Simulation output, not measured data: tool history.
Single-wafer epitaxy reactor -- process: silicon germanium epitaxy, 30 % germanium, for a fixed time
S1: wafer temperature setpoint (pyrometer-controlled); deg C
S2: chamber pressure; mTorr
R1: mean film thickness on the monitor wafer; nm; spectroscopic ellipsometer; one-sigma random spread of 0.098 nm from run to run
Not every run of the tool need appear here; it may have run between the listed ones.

run 1 day=0 | S1=615 S2=22900 | R1=81.491
run 2 day=0.208 | S1=608 S2=22900 | R1=70.082
run 3 day=0.354 | S1=603 S2=22900 | R1=63.677
run 4 day=0.667 | S1=610 S2=22900 | R1=73.501
run 5 day=0.708 | S1=610 S2=26200 | R1=77.638
run 6 day=0.9 | S1=604 S2=23600 | R1=65.731
run 7 day=1.158 | S1=600 S2=21800 | R1=58.437
run 8 day=1.517 | S1=597 S2=20800 | R1=53.762
run 9 day=1.829 | S1=597 S2=20800 | R1=53.704

Predict the results of run 10:
run 10 day=1.917 | S1=595 S2=20200 | R1=?

Run 10 yielded R1 50.794 nm.

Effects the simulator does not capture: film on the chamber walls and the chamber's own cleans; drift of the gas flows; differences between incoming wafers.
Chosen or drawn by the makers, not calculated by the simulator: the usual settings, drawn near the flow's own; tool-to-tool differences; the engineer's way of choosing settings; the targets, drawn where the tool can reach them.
